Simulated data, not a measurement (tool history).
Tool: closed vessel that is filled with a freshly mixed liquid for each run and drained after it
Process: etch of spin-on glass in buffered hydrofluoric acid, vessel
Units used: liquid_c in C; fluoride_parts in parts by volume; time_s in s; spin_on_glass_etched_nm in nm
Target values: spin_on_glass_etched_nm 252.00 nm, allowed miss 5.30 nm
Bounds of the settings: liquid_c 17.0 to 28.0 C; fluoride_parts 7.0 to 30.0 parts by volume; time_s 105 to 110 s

run	day	liquid_c	fluoride_parts	time_s	spin_on_glass_etched_nm
1	0.000	20.0	20.0	105	141.72
2	0.221	21.0	19.5	105	150.54
3	0.583	22.0	19.0	105	161.37
4	0.733	20.0	19.0	105	144.68
5	1.100	21.0	18.5	105	156.91
6	1.142	22.0	18.0	105	167.51
7	1.354	22.5	17.5	105	179.05
8	1.692	23.0	17.5	105	182.84
9	2.004	23.5	17.5	105	187.82
10	2.217	24.0	17.5	105	193.81
11	2.592	24.5	17.5	105	198.13
12	2.925	28.0	16.0	105	263.15

Which one of the following 4 next-run settings gets every result inside its allowed miss? There is exactly one.
A	3.258	28.0	17.5	110	?
B	3.258	28.0	16.5	110	?
C	3.258	24.5	12.5	105	?
D	3.258	27.5	15.0	110	?

move	spin_on_glass_etched_nm
A	253.36
B	268.46
C	278.77
D	287.06
A: all results land within tolerance of their targets
B: lands further from the targets than the last run did
C: lands further from the targets than the last run did
D: lands further from the targets than the last run did
A meets every target.
